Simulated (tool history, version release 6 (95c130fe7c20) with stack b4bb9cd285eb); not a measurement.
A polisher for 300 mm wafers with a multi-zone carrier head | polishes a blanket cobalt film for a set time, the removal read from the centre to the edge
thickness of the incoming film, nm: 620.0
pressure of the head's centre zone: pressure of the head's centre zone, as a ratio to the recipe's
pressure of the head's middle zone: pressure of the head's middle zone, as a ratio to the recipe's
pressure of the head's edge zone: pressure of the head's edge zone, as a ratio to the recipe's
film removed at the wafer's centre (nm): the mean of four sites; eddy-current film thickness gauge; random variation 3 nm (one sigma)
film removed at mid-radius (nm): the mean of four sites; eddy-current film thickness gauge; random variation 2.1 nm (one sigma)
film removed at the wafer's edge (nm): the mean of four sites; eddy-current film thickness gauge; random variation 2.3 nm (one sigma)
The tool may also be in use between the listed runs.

| run | hour | flow of slurry (ml/min) | pressure of the head's centre zone | pressure of the head's middle zone | pressure of the head's edge zone | polishing time (s) | film removed at the wafer's centre (nm) | film removed at mid-radius (nm) | film removed at the wafer's edge (nm) |
|---|---|---|---|---|---|---|---|---|---|
| 1 | 0 | 295 | 1 | 1 | 1 | 58 | 244.4 | 245.77 | 236.98 |
| 2 | 1.4 | 295 | 1 | 0.97 | 1 | 58 | 241.61 | 241.87 | 239.47 |
| 3 | 4.1 | 295 | 1 | 0.92 | 1 | 58 | 242.85 | 234.49 | 241.34 |
| 4 | 4.9 | 295 | 1 | 0.92 | 1 | 63 | 263.63 | 253.71 | 256.57 |
| 5 | 13.6 | 230 | 1 | 0.92 | 1 | 63 | 258.55 | 246.08 | 251.42 |
| 6 | 20.4 | 230 | 1 | 0.92 | 1 | 57 | 228.82 | 222.88 | 232.12 |
| 7 | 28.5 | 245 | 1 | 0.93 | 1.03 | 59 | 242.4 | 234.03 | 241.95 |
| 8 | 34.6 | 260 | 1 | 0.93 | 1.06 | 61 | 247.93 | 245.44 | 258.45 |
| 9 | 40.9 | 275 | 1.02 | 0.94 | 1.08 | 62 | 258.35 | 252.45 | 266 |

Run 10 comes next. What will it give?
| 10 | 41.9 | 290 | 1.04 | 0.95 | 1.1 | 63 | ? | ? | ? |

Run 10 gave film removed at the wafer's centre (nm) 273.74, film removed at mid-radius (nm) 260.72, film removed at the wafer's edge (nm) 270.74.
